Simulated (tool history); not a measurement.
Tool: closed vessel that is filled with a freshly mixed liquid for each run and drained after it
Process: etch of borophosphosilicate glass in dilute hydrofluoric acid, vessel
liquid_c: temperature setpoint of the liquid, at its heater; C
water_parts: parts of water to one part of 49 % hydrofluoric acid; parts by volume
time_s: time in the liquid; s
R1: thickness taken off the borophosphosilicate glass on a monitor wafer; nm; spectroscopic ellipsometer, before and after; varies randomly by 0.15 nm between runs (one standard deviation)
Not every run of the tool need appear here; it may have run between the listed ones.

Run 1, hour 0: liquid_c 26 C, water_parts 215 parts by volume, time_s 115 s. Result: R1 18.142 nm.
Run 2, hour 0.9: liquid_c 27 C, water_parts 215 parts by volume, time_s 115 s. Result: R1 18.716 nm.
Run 3, hour 9.6: liquid_c 29 C, water_parts 215 parts by volume, time_s 115 s. Result: R1 20.398 nm.
Run 4, hour 13: liquid_c 29 C, water_parts 215 parts by volume, time_s 80 s. Result: R1 14.129 nm.
Run 5, hour 16.5: liquid_c 28.5 C, water_parts 205 parts by volume, time_s 80 s. Result: R1 14.619 nm.
Run 6, hour 21.2: liquid_c 28.5 C, water_parts 185 parts by volume, time_s 80 s. Result: R1 16.741 nm.

The next listed run, before its measurement:
Run 7, hour 29.6: liquid_c 28.5 C, water_parts 175 parts by volume, time_s 80 s. Result: R1 ?.

For run 7 the tool returned R1 17.782 nm.
